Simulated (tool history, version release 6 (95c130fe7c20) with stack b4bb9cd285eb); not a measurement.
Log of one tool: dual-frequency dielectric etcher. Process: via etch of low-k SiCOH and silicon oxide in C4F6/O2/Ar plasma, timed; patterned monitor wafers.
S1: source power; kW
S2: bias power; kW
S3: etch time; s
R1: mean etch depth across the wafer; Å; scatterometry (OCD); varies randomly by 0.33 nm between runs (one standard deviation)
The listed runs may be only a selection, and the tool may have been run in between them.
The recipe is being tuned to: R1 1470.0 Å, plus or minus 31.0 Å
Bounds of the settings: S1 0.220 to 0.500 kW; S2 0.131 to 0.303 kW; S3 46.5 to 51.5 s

{"run": 1, "hour": 0.0, "S1": 0.36, "S2": 0.217, "S3": 51.5, "R1": 1321.9}
{"run": 2, "hour": 6.5, "S1": 0.36, "S2": 0.201, "S3": 51.5, "R1": 1282.1}
{"run": 3, "hour": 8.1, "S1": 0.36, "S2": 0.238, "S3": 51.5, "R1": 1370.5}
{"run": 4, "hour": 13.5, "S1": 0.36, "S2": 0.268, "S3": 51.5, "R1": 1433.7}
{"run": 5, "hour": 16.1, "S1": 0.36, "S2": 0.268, "S3": 46.5, "R1": 1296.8}
{"run": 6, "hour": 17.8, "S1": 0.42, "S2": 0.268, "S3": 46.5, "R1": 1385.0}
{"run": 7, "hour": 26.5, "S1": 0.43, "S2": 0.269, "S3": 46.5, "R1": 1404.4}
{"run": 8, "hour": 33.5, "S1": 0.43, "S2": 0.27, "S3": 46.5, "R1": 1402.2}
{"run": 9, "hour": 40.7, "S1": 0.43, "S2": 0.271, "S3": 46.5, "R1": 1403.5}
{"run": 10, "hour": 44.8, "S1": 0.43, "S2": 0.272, "S3": 46.5, "R1": 1409.9}
{"run": 11, "hour": 48.4, "S1": 0.43, "S2": 0.273, "S3": 46.5, "R1": 1403.0}
{"run": 12, "hour": 50.9, "S1": 0.43, "S2": 0.274, "S3": 46.5, "R1": 1407.2}
{"run": 13, "hour": 53.9, "S1": 0.43, "S2": 0.275, "S3": 46.5, "R1": 1418.9}
{"run": 14, "hour": 61.5, "S1": 0.43, "S2": 0.276, "S3": 46.5, "R1": 1412.0}
{"run": 15, "hour": 66.8, "S1": 0.43, "S2": 0.277, "S3": 46.5, "R1": 1416.0}
{"run": 16, "hour": 68.2, "S1": 0.43, "S2": 0.278, "S3": 46.5, "R1": 1420.1}
{"run": 17, "hour": 70.0, "S1": 0.43, "S2": 0.279, "S3": 46.5, "R1": 1421.1}
{"run": 18, "hour": 74.8, "S1": 0.43, "S2": 0.28, "S3": 46.5, "R1": 1424.9}

Exercise: of the 5 proposed moves below, exactly one satisfies all targets within the stated allowed misses. Which move is it?
{"run": "A", "hour": 79.6, "S1": 0.42, "S2": 0.282, "S3": 46.5, "R1": "?"}
{"run": "B", "hour": 79.6, "S1": 0.44, "S2": 0.271, "S3": 48.0, "R1": "?"}
{"run": "C", "hour": 79.6, "S1": 0.47, "S2": 0.249, "S3": 46.5, "R1": "?"}
{"run": "D", "hour": 79.6, "S1": 0.42, "S2": 0.279, "S3": 46.5, "R1": "?"}
{"run": "E", "hour": 79.6, "S1": 0.36, "S2": 0.277, "S3": 49.5, "R1": "?"}

move=A R1=1409.1
move=B R1=1460.4
move=C R1=1407.8
move=D R1=1403.4
move=E R1=1397.1
A: further off than the last run
B: each result inside its tolerance
C: further off than the last run
D: further off than the last run
E: further off than the last run
The right move is B.

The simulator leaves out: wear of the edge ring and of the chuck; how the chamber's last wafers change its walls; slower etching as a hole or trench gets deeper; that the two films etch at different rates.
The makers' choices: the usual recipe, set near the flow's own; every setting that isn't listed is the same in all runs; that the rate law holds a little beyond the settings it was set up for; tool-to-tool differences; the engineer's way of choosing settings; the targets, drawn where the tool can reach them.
